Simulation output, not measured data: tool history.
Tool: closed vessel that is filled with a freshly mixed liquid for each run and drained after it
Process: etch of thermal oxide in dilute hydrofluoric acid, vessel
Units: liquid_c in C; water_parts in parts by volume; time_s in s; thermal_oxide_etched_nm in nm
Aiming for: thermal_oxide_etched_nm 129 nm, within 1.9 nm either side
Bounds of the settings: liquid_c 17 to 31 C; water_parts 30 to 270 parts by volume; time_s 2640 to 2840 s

| run | day | liquid_c | water_parts | time_s | thermal_oxide_etched_nm |
|---|---|---|---|---|---|
| 1 | 0 | 23 | 150 | 2640 | 66.543 |
| 2 | 0.296 | 23 | 150 | 2840 | 71.557 |
| 3 | 0.488 | 26.5 | 150 | 2840 | 82.629 |
| 4 | 0.662 | 26.5 | 180 | 2840 | 66.233 |
| 5 | 1.042 | 26.5 | 180 | 2840 | 66.283 |
| 6 | 1.362 | 26.5 | 230 | 2840 | 48.828 |
| 7 | 1.642 | 27.5 | 200 | 2840 | 60.18 |
| 8 | 1.771 | 28.5 | 175 | 2840 | 73.492 |
| 9 | 1.988 | 29 | 160 | 2840 | 82.975 |
| 10 | 2.133 | 29.5 | 145 | 2840 | 95.358 |
| 11 | 2.438 | 29.5 | 145 | 2840 | 95.703 |
| 12 | 2.604 | 30 | 135 | 2840 | 106.02 |
| 13 | 2.988 | 30 | 130 | 2840 | 110.47 |
| 14 | 3.325 | 30 | 125 | 2840 | 116.15 |
| 15 | 3.612 | 30.5 | 120 | 2840 | 123.7 |
| 16 | 3.958 | 31 | 120 | 2840 | 126.18 |
| 17 | 4.208 | 31 | 120 | 2840 | 125.24 |
| 18 | 4.375 | 31 | 115 | 2840 | 132.17 |

Which one of the following 4 next-run settings gets every result inside its allowed miss? There is exactly one.
| A | 4.542 | 31 | 110 | 2640 | ? |
| B | 4.542 | 31 | 110 | 2735 | ? |
| C | 4.542 | 29 | 110 | 2730 | ? |
| D | 4.542 | 30.5 | 105 | 2665 | ? |

| move | thermal_oxide_etched_nm |
|---|---|
| A | 128.31 |
| B | 132.93 |
| C | 123.18 |
| D | 134.16 |
A: hits every target within its allowed miss
B: moves away from the targets compared with the last run
C: carries the result that was furthest off beyond its target, to the other side
D: moves away from the targets compared with the last run
Go with A: it meets all targets.
